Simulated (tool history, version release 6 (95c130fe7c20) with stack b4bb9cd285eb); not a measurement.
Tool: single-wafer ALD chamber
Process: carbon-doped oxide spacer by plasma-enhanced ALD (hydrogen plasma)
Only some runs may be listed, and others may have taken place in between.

run  hour  heater temperature setpoint (°C)  number of ALD cycles (cycles)  mean film thickness on the monitor wafer (Å)
  1   0.0                               420                            551                                        247.27
  2   3.9                               420                            600                                        269.99
  3   8.2                               412                            600                                        275.62
  4  17.0                               412                            662                                        305.58
  5  21.0                               413                            659                                        302.34
  6  28.1                               413                            727                                        332.32
  7  32.5                               415                            721                                        328.72
  8  36.6                               416                            715                                        325.03
  9  43.2                               417                            709                                        320.75

Forecast run 10:
 10  48.2                               418                            704                                             ?

Run 10 measured mean film thickness on the monitor wafer (Å) 318.91.
